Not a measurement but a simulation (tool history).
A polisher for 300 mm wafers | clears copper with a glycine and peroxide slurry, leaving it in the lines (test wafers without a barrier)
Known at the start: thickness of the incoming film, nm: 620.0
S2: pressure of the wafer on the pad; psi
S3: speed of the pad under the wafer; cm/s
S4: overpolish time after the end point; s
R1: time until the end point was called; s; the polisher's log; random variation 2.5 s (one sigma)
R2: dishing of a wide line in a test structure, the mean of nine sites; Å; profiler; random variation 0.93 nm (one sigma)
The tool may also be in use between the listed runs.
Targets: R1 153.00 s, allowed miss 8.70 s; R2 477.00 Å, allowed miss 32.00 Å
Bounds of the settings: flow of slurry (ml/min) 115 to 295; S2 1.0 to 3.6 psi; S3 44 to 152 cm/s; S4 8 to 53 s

run 1 day=0.000 | flow_of_slurry_(ml/min)=190 S2=2.3 S3=98 S4=27 | R1=163.21 R2=608.04
run 2 day=0.246 | flow_of_slurry_(ml/min)=190 S2=2.3 S3=122 S4=27 | R1=137.13 R2=681.59
run 3 day=0.271 | flow_of_slurry_(ml/min)=190 S2=2.2 S3=122 S4=25 | R1=142.33 R2=665.06
run 4 day=0.471 | flow_of_slurry_(ml/min)=190 S2=2.2 S3=136 S4=25 | R1=125.52 R2=708.01
run 5 day=0.625 | flow_of_slurry_(ml/min)=190 S2=2.1 S3=136 S4=23 | R1=134.74 R2=626.26
run 6 day=0.729 | flow_of_slurry_(ml/min)=190 S2=2.1 S3=136 S4=22 | R1=134.35 R2=590.97
-- day=0.788 worn pad replaced by a new one
run 7 day=0.788 | flow_of_slurry_(ml/min)=190 S2=2.0 S3=136 S4=21 | R1=126.71 R2=611.02
run 8 day=1.088 | flow_of_slurry_(ml/min)=190 S2=2.0 S3=136 S4=21 | R1=121.58 R2=595.85
run 9 day=1.325 | flow_of_slurry_(ml/min)=190 S2=2.0 S3=136 S4=21 | R1=122.10 R2=595.54
run 10 day=1.592 | flow_of_slurry_(ml/min)=190 S2=1.9 S3=130 S4=21 | R1=132.35 R2=568.77
run 11 day=1.688 | flow_of_slurry_(ml/min)=190 S2=1.8 S3=126 S4=21 | R1=140.90 R2=562.75
run 12 day=1.808 | flow_of_slurry_(ml/min)=190 S2=1.7 S3=124 S4=20 | R1=147.25 R2=513.92

Which of these 5 next moves meets every target?
run A day=1.929 | flow_of_slurry_(ml/min)=185 S2=1.6 S3=124 S4=19 | R1=? R2=?
run B day=1.929 | flow_of_slurry_(ml/min)=200 S2=1.8 S3=124 S4=21 | R1=? R2=?
run C day=1.929 | flow_of_slurry_(ml/min)=180 S2=1.7 S3=124 S4=21 | R1=? R2=?
run D day=1.929 | flow_of_slurry_(ml/min)=230 S2=1.7 S3=120 S4=22 | R1=? R2=?
run E day=1.929 | flow_of_slurry_(ml/min)=180 S2=1.6 S3=124 S4=23 | R1=? R2=?

move=A R1=150.39 R2=463.12
move=B R1=139.90 R2=535.06
move=C R1=146.12 R2=515.53
move=D R1=145.72 R2=536.90
move=E R1=150.89 R2=539.08
A: meets every target
B: further off than the last run
C: as far off as the last run
D: further off than the last run
E: further off than the last run
Answer: A
